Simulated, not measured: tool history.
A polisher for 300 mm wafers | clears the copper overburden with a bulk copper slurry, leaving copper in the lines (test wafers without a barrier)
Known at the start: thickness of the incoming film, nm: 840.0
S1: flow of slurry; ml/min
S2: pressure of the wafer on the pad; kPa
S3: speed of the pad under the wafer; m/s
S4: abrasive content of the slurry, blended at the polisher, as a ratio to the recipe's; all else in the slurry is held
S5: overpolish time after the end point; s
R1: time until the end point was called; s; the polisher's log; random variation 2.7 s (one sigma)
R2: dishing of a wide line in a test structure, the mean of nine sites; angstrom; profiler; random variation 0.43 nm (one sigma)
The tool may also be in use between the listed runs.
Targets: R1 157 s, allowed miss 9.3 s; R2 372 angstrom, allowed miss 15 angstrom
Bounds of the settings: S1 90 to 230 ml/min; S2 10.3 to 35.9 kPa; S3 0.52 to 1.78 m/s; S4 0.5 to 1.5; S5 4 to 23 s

run	hour	S1	S2	S3	S4	S5	R1	R2
1	0	150	22.8	1.14	1	12	98.625	571.8
2	1.1	150	22.8	1.14	1.15	12	93.355	578.57
3	4	125	22.8	1.14	1.15	12	98.378	565.17
4	7	125	19.3	1.14	1.15	11	117.57	478.49
# hour 10.9: worn pad replaced by a new one
5	10.9	125	19.3	1.14	1.3	11	97.569	519.7
6	18.2	125	19.3	1.38	1.3	11	81.336	578.02
7	20.2	120	16.5	1.3	1.3	11	100.65	501.45
8	27.6	115	14.5	1.26	1.3	11	117.36	446.49
9	35.6	110	13.1	1.24	1.3	11	136.6	411.29
10	40.7	105	12.4	1.24	1.3	11	147.43	390.52

5 next moves are on the table. One of them brings every result within its allowed miss. Which?
A	45.8	130	10.3	1.36	1.5	12	?	?
B	45.8	100	11.7	1.04	1.3	15	?	?
C	45.8	90	11.7	1.28	1.15	13	?	?
D	45.8	120	10.3	1.28	1.3	12	?	?
E	45.8	90	13.1	0.94	1.35	13	?	?

move	R1	R2
A	144.47	406.72
B	180.97	412.77
C	155.05	415.77
D	159.42	382.08
E	183.67	376.44
A: further off than the last run
B: further off than the last run
C: further off than the last run
D: meets every target
E: brings the result that was furthest off to its target, and leaves another outside
Move D is the one to make.
